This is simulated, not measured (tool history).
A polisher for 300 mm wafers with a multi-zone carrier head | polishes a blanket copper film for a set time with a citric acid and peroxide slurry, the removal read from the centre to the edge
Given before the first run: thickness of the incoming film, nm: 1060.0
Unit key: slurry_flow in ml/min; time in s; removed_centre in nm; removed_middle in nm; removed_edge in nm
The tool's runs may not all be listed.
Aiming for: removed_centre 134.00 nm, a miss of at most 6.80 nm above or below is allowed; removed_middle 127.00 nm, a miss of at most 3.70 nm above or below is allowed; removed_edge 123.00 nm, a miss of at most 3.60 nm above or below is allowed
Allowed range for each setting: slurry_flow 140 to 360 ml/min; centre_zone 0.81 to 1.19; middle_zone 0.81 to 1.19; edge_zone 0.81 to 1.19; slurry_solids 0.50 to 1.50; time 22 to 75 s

{"run": 1, "day": 0.0, "slurry_flow": 230, "centre_zone": 1.0, "middle_zone": 1.0, "edge_zone": 1.0, "slurry_solids": 1.0, "time": 48, "removed_centre": 173.67, "removed_middle": 157.46, "removed_edge": 168.06}
{"run": 2, "day": 0.25, "slurry_flow": 230, "centre_zone": 1.0, "middle_zone": 1.0, "edge_zone": 1.0, "slurry_solids": 1.0, "time": 57, "removed_centre": 206.5, "removed_middle": 190.32, "removed_edge": 201.56}
{"run": 3, "day": 0.525, "slurry_flow": 230, "centre_zone": 1.0, "middle_zone": 1.0, "edge_zone": 0.92, "slurry_solids": 1.0, "time": 57, "removed_centre": 200.69, "removed_middle": 186.9, "removed_edge": 194.97}
{"run": 4, "day": 0.783, "slurry_flow": 230, "centre_zone": 1.0, "middle_zone": 0.93, "edge_zone": 0.92, "slurry_solids": 1.0, "time": 57, "removed_centre": 201.0, "removed_middle": 179.43, "removed_edge": 191.21}
{"run": 5, "day": 1.133, "slurry_flow": 235, "centre_zone": 1.0, "middle_zone": 0.95, "edge_zone": 0.9, "slurry_solids": 0.9, "time": 54, "removed_centre": 184.02, "removed_middle": 163.74, "removed_edge": 173.49}
{"run": 6, "day": 1.412, "slurry_flow": 240, "centre_zone": 1.0, "middle_zone": 0.98, "edge_zone": 0.88, "slurry_solids": 0.85, "time": 52, "removed_centre": 176.33, "removed_middle": 164.03, "removed_edge": 165.19}
{"run": 7, "day": 1.7, "slurry_flow": 245, "centre_zone": 1.0, "middle_zone": 0.97, "edge_zone": 0.87, "slurry_solids": 0.8, "time": 50, "removed_centre": 170.16, "removed_middle": 152.35, "removed_edge": 158.85}
{"run": 8, "day": 1.754, "slurry_flow": 185, "centre_zone": 0.99, "middle_zone": 1.07, "edge_zone": 0.81, "slurry_solids": 0.55, "time": 41, "removed_centre": 118.71, "removed_middle": 117.61, "removed_edge": 109.3}
{"run": 9, "day": 1.875, "slurry_flow": 200, "centre_zone": 0.99, "middle_zone": 1.07, "edge_zone": 0.82, "slurry_solids": 0.55, "time": 41, "removed_centre": 120.1, "removed_middle": 118.08, "removed_edge": 109.57}
{"run": 10, "day": 2.217, "slurry_flow": 210, "centre_zone": 0.99, "middle_zone": 1.07, "edge_zone": 0.84, "slurry_solids": 0.55, "time": 41, "removed_centre": 117.96, "removed_middle": 119.78, "removed_edge": 111.5}
{"run": 11, "day": 2.5, "slurry_flow": 220, "centre_zone": 1.0, "middle_zone": 1.06, "edge_zone": 0.85, "slurry_solids": 0.55, "time": 41, "removed_centre": 119.38, "removed_middle": 119.46, "removed_edge": 112.82}
{"run": 12, "day": 2.592, "slurry_flow": 230, "centre_zone": 1.01, "middle_zone": 1.06, "edge_zone": 0.86, "slurry_solids": 0.55, "time": 41, "removed_centre": 122.88, "removed_middle": 118.84, "removed_edge": 113.0}
{"run": 13, "day": 2.862, "slurry_flow": 235, "centre_zone": 1.01, "middle_zone": 1.06, "edge_zone": 0.87, "slurry_solids": 0.55, "time": 41, "removed_centre": 125.5, "removed_middle": 120.19, "removed_edge": 114.11}
{"run": 14, "day": 2.912, "slurry_flow": 245, "centre_zone": 1.01, "middle_zone": 1.06, "edge_zone": 0.88, "slurry_solids": 0.55, "time": 41, "removed_centre": 124.23, "removed_middle": 121.88, "removed_edge": 115.24}
{"run": 15, "day": 3.275, "slurry_flow": 250, "centre_zone": 1.01, "middle_zone": 1.06, "edge_zone": 0.89, "slurry_solids": 0.55, "time": 41, "removed_centre": 124.17, "removed_middle": 120.96, "removed_edge": 115.25}
{"run": 16, "day": 3.542, "slurry_flow": 255, "centre_zone": 1.01, "middle_zone": 1.06, "edge_zone": 0.9, "slurry_solids": 0.55, "time": 41, "removed_centre": 122.44, "removed_middle": 119.22, "removed_edge": 116.62}

Consider the 4 candidate settings below. Which is the only one whose results all fall within their allowed miss of target?
{"run": "A", "day": 3.808, "slurry_flow": 255, "centre_zone": 1.1, "middle_zone": 0.95, "edge_zone": 0.92, "slurry_solids": 0.55, "time": 43, "removed_centre": "?", "removed_middle": "?", "removed_edge": "?"}
{"run": "B", "day": 3.808, "slurry_flow": 260, "centre_zone": 0.87, "middle_zone": 0.91, "edge_zone": 1.1, "slurry_solids": 0.5, "time": 41, "removed_centre": "?", "removed_middle": "?", "removed_edge": "?"}
{"run": "C", "day": 3.808, "slurry_flow": 230, "centre_zone": 1.03, "middle_zone": 1.05, "edge_zone": 0.89, "slurry_solids": 0.55, "time": 44, "removed_centre": "?", "removed_middle": "?", "removed_edge": "?"}
{"run": "D", "day": 3.808, "slurry_flow": 270, "centre_zone": 1.04, "middle_zone": 0.9, "edge_zone": 1.03, "slurry_solids": 0.5, "time": 43, "removed_centre": "?", "removed_middle": "?", "removed_edge": "?"}

move=A removed_centre=138.41 removed_middle=115.04 removed_edge=123.32
move=B removed_centre=101.22 removed_middle=102.92 removed_edge=124.61
move=C removed_centre=131.29 removed_middle=126.96 removed_edge=123.26
move=D removed_centre=127.54 removed_middle=107.22 removed_edge=126.80
A: lands further from the targets than the last run did
B: lands further from the targets than the last run did
C: every result within its allowed miss
D: lands further from the targets than the last run did
Go with C: it meets all targets.
